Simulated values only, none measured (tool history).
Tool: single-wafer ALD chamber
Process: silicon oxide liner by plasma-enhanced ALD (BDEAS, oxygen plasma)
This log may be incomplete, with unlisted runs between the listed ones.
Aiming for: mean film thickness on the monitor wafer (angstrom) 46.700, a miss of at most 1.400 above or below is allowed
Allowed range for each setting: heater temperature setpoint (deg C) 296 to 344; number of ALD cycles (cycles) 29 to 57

run	hour	heater temperature setpoint (deg C)	number of ALD cycles (cycles)	mean film thickness on the monitor wafer (angstrom)
1	0.0	320	43	40.022
2	2.5	330	43	39.312
3	7.8	330	38	34.568
4	8.8	330	42	38.292
5	15.4	330	37	33.696
6	21.4	329	40	36.600
7	21.9	329	42	38.277
8	27.6	328	44	40.179
9	30.4	328	45	41.096
10	35.5	328	46	42.070

Which one of the following 4 next-run settings gets every result inside its allowed miss? There is exactly one.
A	40.6	325	51	?
B	40.6	327	48	?
C	40.6	316	47	?
D	40.6	322	47	?

move	mean film thickness on the monitor wafer (angstrom)
A	46.914
B	44.020
C	43.827
D	43.432
A: each result inside its tolerance
B: moves toward the targets from the last run without getting all of them in spec
C: moves toward the targets from the last run without getting all of them in spec
D: moves toward the targets from the last run without getting all of them in spec
Go with A: it meets all targets.
